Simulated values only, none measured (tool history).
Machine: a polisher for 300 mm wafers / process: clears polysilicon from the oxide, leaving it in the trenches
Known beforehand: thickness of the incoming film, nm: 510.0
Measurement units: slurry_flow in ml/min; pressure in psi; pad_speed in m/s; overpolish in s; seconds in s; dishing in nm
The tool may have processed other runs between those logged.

Run 1, hour 0: slurry_flow 270 ml/min, pressure 2.8 psi, pad_speed 0.78 m/s, overpolish 10 s. Result: seconds 45.954 s, dishing 56.667 nm.
Run 2, hour 5.5: slurry_flow 205 ml/min, pressure 2.8 psi, pad_speed 0.78 m/s, overpolish 10 s. Result: seconds 46.87 s, dishing 56.912 nm.
Run 3, hour 11.6: slurry_flow 205 ml/min, pressure 3.1 psi, pad_speed 0.78 m/s, overpolish 10 s. Result: seconds 42.854 s, dishing 60.768 nm.
Run 4, hour 12.7: slurry_flow 210 ml/min, pressure 3.4 psi, pad_speed 0.78 m/s, overpolish 10 s. Result: seconds 38.884 s, dishing 59.373 nm.
Run 5, hour 18.6: slurry_flow 210 ml/min, pressure 3.6 psi, pad_speed 0.78 m/s, overpolish 11 s. Result: seconds 36.271 s, dishing 64.255 nm.
Run 6, hour 24.4: slurry_flow 210 ml/min, pressure 3.7 psi, pad_speed 0.78 m/s, overpolish 11 s. Result: seconds 35.735 s, dishing 64.075 nm.
Run 7, hour 33.2: slurry_flow 210 ml/min, pressure 3.8 psi, pad_speed 0.78 m/s, overpolish 11 s. Result: seconds 35.052 s, dishing 65.279 nm.
Run 8, hour 37.1: slurry_flow 210 ml/min, pressure 3.9 psi, pad_speed 0.78 m/s, overpolish 11 s. Result: seconds 33.73 s, dishing 68.256 nm.

What will run 9 give?
Run 9, hour 44.6: slurry_flow 210 ml/min, pressure 4 psi, pad_speed 0.78 m/s, overpolish 11 s. Result: seconds ?, dishing ?.

seconds: 33.416 s
dishing: 64.872 nm

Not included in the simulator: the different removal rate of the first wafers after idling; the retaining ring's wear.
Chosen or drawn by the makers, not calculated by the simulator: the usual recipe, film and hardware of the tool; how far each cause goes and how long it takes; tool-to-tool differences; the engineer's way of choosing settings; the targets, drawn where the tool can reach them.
